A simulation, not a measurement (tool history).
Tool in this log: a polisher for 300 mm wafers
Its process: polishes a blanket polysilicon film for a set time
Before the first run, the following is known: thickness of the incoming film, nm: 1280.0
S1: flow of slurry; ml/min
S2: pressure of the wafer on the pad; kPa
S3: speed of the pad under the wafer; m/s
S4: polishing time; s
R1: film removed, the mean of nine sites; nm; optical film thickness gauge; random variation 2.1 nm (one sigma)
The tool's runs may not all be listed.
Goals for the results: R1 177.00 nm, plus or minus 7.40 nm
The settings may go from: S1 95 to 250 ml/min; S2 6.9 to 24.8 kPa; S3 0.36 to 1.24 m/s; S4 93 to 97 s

run    day   S1    S2    S3  S4      R1
  1  0.000  160  15.9  0.80  93  458.20
  2  0.138  160  14.5  0.76  93  393.34
  3  0.171  160  13.1  0.72  93  338.31
  4  0.275  160  12.4  0.70  93  321.95
  5  0.579  160  11.7  0.66  93  278.12
  6  0.750  160  11.0  0.64  93  257.03
  7  0.783  160  11.0  0.64  93  254.73
  8  0.846  160  10.3  0.64  93  244.14
  9  0.942  160   9.7  0.64  93  233.44
 10  1.171  160   9.0  0.64  93  211.63

Of the 4 settings listed for the next run, only one would bring every result within its allowed miss of target. Which one?
  A  1.400  135  7.6  0.58  93   ?
  B  1.400  175  9.7  0.46  97   ?
  C  1.400  170  7.6  0.74  93   ?
  D  1.400  170  8.3  0.64  93   ?

move      R1
   A  162.39
   B  177.10
   C  212.42
   D  200.41
A: the result that was furthest off in the last run now lies on the other side of its target
B: each result inside its tolerance
C: no nearer and no further than the last run
D: closes in on the targets versus the last run, not all within tolerance yet
The right move is B.
